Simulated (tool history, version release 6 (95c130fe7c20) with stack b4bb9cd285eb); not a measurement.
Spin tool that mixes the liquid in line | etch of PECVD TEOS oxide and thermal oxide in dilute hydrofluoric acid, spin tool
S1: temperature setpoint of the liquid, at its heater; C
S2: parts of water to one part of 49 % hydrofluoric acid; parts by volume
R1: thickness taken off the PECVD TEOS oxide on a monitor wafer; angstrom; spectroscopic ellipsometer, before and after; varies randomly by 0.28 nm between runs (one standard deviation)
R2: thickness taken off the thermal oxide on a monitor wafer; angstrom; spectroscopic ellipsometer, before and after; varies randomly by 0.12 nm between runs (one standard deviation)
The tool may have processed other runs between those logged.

{"run": 1, "day": 0.0, "S1": 21, "S2": 125, "time under the liquid (s)": 180, "R1": 206.19, "R2": 60.117}
{"run": 2, "day": 0.117, "S1": 22.5, "S2": 125, "time under the liquid (s)": 180, "R1": 218.23, "R2": 64.55}
{"run": 3, "day": 0.388, "S1": 23, "S2": 115, "time under the liquid (s)": 180, "R1": 243.36, "R2": 72.603}
{"run": 4, "day": 0.488, "S1": 23, "S2": 80, "time under the liquid (s)": 180, "R1": 362.85, "R2": 107.38}
{"run": 5, "day": 0.704, "S1": 20.5, "S2": 80, "time under the liquid (s)": 180, "R1": 329.19, "R2": 97.074}
{"run": 6, "day": 0.796, "S1": 20.5, "S2": 80, "time under the liquid (s)": 120, "R1": 220.33, "R2": 64.643}
{"run": 7, "day": 1.054, "S1": 21.5, "S2": 75, "time under the liquid (s)": 125, "R1": 254.13, "R2": 75.189}
{"run": 8, "day": 1.154, "S1": 22.5, "S2": 70, "time under the liquid (s)": 130, "R1": 297.35, "R2": 87.596}
{"run": 9, "day": 1.279, "S1": 23.5, "S2": 65, "time under the liquid (s)": 130, "R1": 333.58, "R2": 99.467}
{"run": 10, "day": 1.55, "S1": 24, "S2": 60, "time under the liquid (s)": 130, "R1": 374.34, "R2": 109.95}
{"run": 11, "day": 1.804, "S1": 28, "S2": 30, "time under the liquid (s)": 150, "R1": 1056.6, "R2": 310.37}
{"run": 12, "day": 2.121, "S1": 27.5, "S2": 30, "time under the liquid (s)": 150, "R1": 1032.1, "R2": 302.21}
{"run": 13, "day": 2.254, "S1": 27, "S2": 30, "time under the liquid (s)": 150, "R1": 1011, "R2": 295.88}
{"run": 14, "day": 2.558, "S1": 26.5, "S2": 30, "time under the liquid (s)": 150, "R1": 991.05, "R2": 292.34}
{"run": 15, "day": 2.717, "S1": 26, "S2": 30, "time under the liquid (s)": 150, "R1": 974.12, "R2": 287.69}
{"day": 2.921, "done": "hydrofluoric acid flow meter replaced"}
{"run": 16, "day": 2.921, "S1": 25.5, "S2": 30, "time under the liquid (s)": 150, "R1": 871.55, "R2": 258.66}
{"run": 17, "day": 3.179, "S1": 25, "S2": 30, "time under the liquid (s)": 150, "R1": 854.18, "R2": 254.02}
{"run": 18, "day": 3.333, "S1": 24.5, "S2": 30, "time under the liquid (s)": 150, "R1": 838.68, "R2": 245.16}
{"run": 19, "day": 3.404, "S1": 24, "S2": 30, "time under the liquid (s)": 150, "R1": 819.77, "R2": 242.7}

What will run 20 give?
{"run": 20, "day": 3.475, "S1": 23.5, "S2": 30, "time under the liquid (s)": 150, "R1": "?", "R2": "?"}

{"run 20": {"R1": 802.08, "R2": 237.84}}
